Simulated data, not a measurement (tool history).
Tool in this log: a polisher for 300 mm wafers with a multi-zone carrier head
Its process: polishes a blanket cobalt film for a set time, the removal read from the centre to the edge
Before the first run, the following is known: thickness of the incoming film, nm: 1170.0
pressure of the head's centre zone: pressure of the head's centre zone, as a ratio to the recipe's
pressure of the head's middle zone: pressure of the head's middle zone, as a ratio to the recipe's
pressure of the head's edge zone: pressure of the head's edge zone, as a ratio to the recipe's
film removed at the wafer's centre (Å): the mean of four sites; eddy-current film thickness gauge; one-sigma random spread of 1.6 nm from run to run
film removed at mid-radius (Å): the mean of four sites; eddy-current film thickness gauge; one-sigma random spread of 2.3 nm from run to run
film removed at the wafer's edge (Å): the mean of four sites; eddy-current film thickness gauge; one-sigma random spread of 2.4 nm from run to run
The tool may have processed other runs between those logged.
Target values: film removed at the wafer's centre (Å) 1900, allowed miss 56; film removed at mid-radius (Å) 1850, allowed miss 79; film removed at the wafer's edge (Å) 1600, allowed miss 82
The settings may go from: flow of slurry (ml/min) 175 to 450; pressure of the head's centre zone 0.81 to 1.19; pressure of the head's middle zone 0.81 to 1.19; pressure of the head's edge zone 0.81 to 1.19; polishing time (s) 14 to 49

run  hour  flow of slurry (ml/min)  pressure of the head's centre zone  pressure of the head's middle zone  pressure of the head's edge zone  polishing time (s)  film removed at the wafer's centre (Å)  film removed at mid-radius (Å)  film removed at the wafer's edge (Å)
  1     0                      290                                   1                                   1                                 1                  31                                  2182.1                          2178.2                                2180.4
  2   0.8                      320                                   1                                   1                                 1                  31                                  2176.9                          2208.5                                  2213
  3   8.6                      320                                   1                                   1                              1.06                  31                                    2179                          2189.8                                2239.9
  4  17.5                      310                                1.03                                1.02                              1.02                  29                                  2093.7                          2101.2                                2056.9
  5  24.2                      310                                1.03                                0.98                              1.02                  29                                  2129.5                            2002                                2084.5
  6  29.4                      310                                1.06                                0.98                              1.02                  29                                  2159.3                          1979.6                                  2047
  7  35.9                      305                                1.07                                   1                              0.99                  28                                  2089.5                          1937.1                                1968.6
  8  41.2                      300                                1.09                                1.03                              0.96                  27                                  2068.5                          1919.3                                1854.9
  9  46.5                      295                                1.09                                1.05                              0.94                  26                                  1954.8                          1894.7                                1764.7
 10  47.5                      290                                 1.1                                1.06                              0.92                  26                                  2002.5                          1881.6                                  1760
 11  54.2                      290                                 1.1                                1.07                               0.9                  26                                  1998.3                          1907.5                                1763.7
 12    60                      285                                1.11                                1.08                              0.89                  25                                  1926.7                          1829.1                                1689.8
 13  65.4                      290                                1.12                                1.09                              0.88                  25                                  1943.1                          1935.2                                1657.9

Which single option among these 4 for the next run brings every result within its allowed miss of target? Just one does.
  A  70.8                      300                                1.19                                1.15                              0.83                  24                                       ?                               ?                                     ?
  B  70.8                      330                                1.13                                1.19                              0.86                  25                                       ?                               ?                                     ?
  C  70.8                      335                                1.16                                1.14                              0.94                  23                                       ?                               ?                                     ?
  D  70.8                      290                                1.05                                1.06                              0.82                  27                                       ?                               ?                                     ?

move  film removed at the wafer's centre (Å)  film removed at mid-radius (Å)  film removed at the wafer's edge (Å)
   A                                  2027.4                          1931.6                                1599.6
   B                                  2026.6                          2092.3                                1691.5
   C                                  1916.6                          1857.8                                1592.9
   D                                  2001.4                          2021.9                                1791.7
A: moves away from the targets compared with the last run
B: moves away from the targets compared with the last run
C: each result inside its tolerance
D: moves away from the targets compared with the last run
C meets every target.
